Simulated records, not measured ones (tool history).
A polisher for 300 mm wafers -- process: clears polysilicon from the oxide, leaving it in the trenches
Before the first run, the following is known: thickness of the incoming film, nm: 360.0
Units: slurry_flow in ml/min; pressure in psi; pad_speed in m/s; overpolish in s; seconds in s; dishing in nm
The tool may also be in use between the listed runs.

run 1 hour=0 | slurry_flow=275 pressure=3.3 pad_speed=1 overpolish=11 | seconds=19.454 dishing=38.938
run 2 hour=7.5 | slurry_flow=275 pressure=3.3 pad_speed=1 overpolish=7 | seconds=20.65 dishing=37.082
run 3 hour=12.3 | slurry_flow=275 pressure=3.3 pad_speed=1 overpolish=11 | seconds=20.503 dishing=39.651
run 4 hour=17.6 | slurry_flow=275 pressure=3.1 pad_speed=1 overpolish=11 | seconds=21.907 dishing=39.718
run 5 hour=25.7 | slurry_flow=275 pressure=3 pad_speed=1 overpolish=10 | seconds=22.324 dishing=39.024
run 6 hour=27 | slurry_flow=215 pressure=3 pad_speed=1 overpolish=10 | seconds=22.747 dishing=38.204

Expected results for the next run?
run 7 hour=28.1 | slurry_flow=215 pressure=3 pad_speed=1 overpolish=10 | seconds=? dishing=?

Run 7 yielded seconds 23.28 s, dishing 38.278 nm.
